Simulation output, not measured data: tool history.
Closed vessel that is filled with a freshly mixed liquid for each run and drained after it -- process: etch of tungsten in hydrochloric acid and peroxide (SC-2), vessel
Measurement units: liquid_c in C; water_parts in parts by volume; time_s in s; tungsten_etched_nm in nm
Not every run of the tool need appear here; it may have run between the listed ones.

run 1 hour=0.0 | liquid_c=54.0 water_parts=5 time_s=105 | tungsten_etched_nm=34.418
run 2 hour=5.1 | liquid_c=52.5 water_parts=5 time_s=105 | tungsten_etched_nm=31.156
run 3 hour=7.7 | liquid_c=51.5 water_parts=5 time_s=105 | tungsten_etched_nm=29.064
run 4 hour=8.8 | liquid_c=46.0 water_parts=5 time_s=105 | tungsten_etched_nm=20.254
run 5 hour=14.2 | liquid_c=53.0 water_parts=5 time_s=105 | tungsten_etched_nm=32.356
run 6 hour=23.2 | liquid_c=52.0 water_parts=5 time_s=105 | tungsten_etched_nm=30.114
-- hour=24.5 chemicals flow meter replaced
run 7 hour=24.5 | liquid_c=51.0 water_parts=5 time_s=105 | tungsten_etched_nm=27.195
run 8 hour=25.5 | liquid_c=50.5 water_parts=5 time_s=105 | tungsten_etched_nm=26.126

Expected results for the next run?
run 9 hour=28.4 | liquid_c=50.0 water_parts=5 time_s=105 | tungsten_etched_nm=?

tungsten_etched_nm: 25.247 nm
